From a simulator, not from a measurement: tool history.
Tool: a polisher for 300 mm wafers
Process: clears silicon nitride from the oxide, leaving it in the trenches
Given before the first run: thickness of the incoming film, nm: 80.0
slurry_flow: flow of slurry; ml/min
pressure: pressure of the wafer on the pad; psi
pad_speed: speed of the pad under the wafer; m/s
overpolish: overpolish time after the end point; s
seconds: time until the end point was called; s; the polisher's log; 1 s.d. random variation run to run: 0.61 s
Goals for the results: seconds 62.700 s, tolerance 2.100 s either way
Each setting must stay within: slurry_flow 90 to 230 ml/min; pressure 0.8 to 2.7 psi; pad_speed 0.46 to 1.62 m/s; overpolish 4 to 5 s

{"run": 1, "hour": 0.0, "slurry_flow": 150, "pressure": 1.7, "pad_speed": 1.04, "overpolish": 5, "seconds": 125.88}
{"run": 2, "hour": 3.4, "slurry_flow": 155, "pressure": 2.0, "pad_speed": 1.06, "overpolish": 5, "seconds": 104.55}
{"run": 3, "hour": 11.4, "slurry_flow": 155, "pressure": 2.0, "pad_speed": 1.28, "overpolish": 5, "seconds": 86.641}
{"run": 4, "hour": 12.2, "slurry_flow": 155, "pressure": 2.0, "pad_speed": 1.28, "overpolish": 4, "seconds": 86.917}
{"run": 5, "hour": 20.0, "slurry_flow": 155, "pressure": 2.4, "pad_speed": 1.28, "overpolish": 4, "seconds": 73.185}
{"run": 6, "hour": 27.7, "slurry_flow": 155, "pressure": 2.4, "pad_speed": 1.04, "overpolish": 4, "seconds": 87.298}
{"run": 7, "hour": 28.9, "slurry_flow": 155, "pressure": 2.4, "pad_speed": 1.04, "overpolish": 4, "seconds": 87.962}
{"run": 8, "hour": 32.8, "slurry_flow": 165, "pressure": 2.5, "pad_speed": 1.1, "overpolish": 4, "seconds": 79.149}

Below are 4 possible settings for the next run. Only one of them brings all results inside the allowed miss of their targets. Which is it?
{"run": "A", "hour": 36.7, "slurry_flow": 155, "pressure": 2.7, "pad_speed": 1.3, "overpolish": 5, "seconds": "?"}
{"run": "B", "hour": 36.7, "slurry_flow": 170, "pressure": 2.3, "pad_speed": 0.98, "overpolish": 4, "seconds": "?"}
{"run": "C", "hour": 36.7, "slurry_flow": 225, "pressure": 2.7, "pad_speed": 1.44, "overpolish": 4, "seconds": "?"}
{"run": "D", "hour": 36.7, "slurry_flow": 210, "pressure": 2.7, "pad_speed": 1.36, "overpolish": 5, "seconds": "?"}

move=A seconds=63.231
move=B seconds=95.912
move=C seconds=54.246
move=D seconds=57.850
A: every result lands within tolerance
B: further off than the last run
C: takes the biggest miss from the last run beyond its target
D: takes the biggest miss from the last run beyond its target
Move A is the one to make.

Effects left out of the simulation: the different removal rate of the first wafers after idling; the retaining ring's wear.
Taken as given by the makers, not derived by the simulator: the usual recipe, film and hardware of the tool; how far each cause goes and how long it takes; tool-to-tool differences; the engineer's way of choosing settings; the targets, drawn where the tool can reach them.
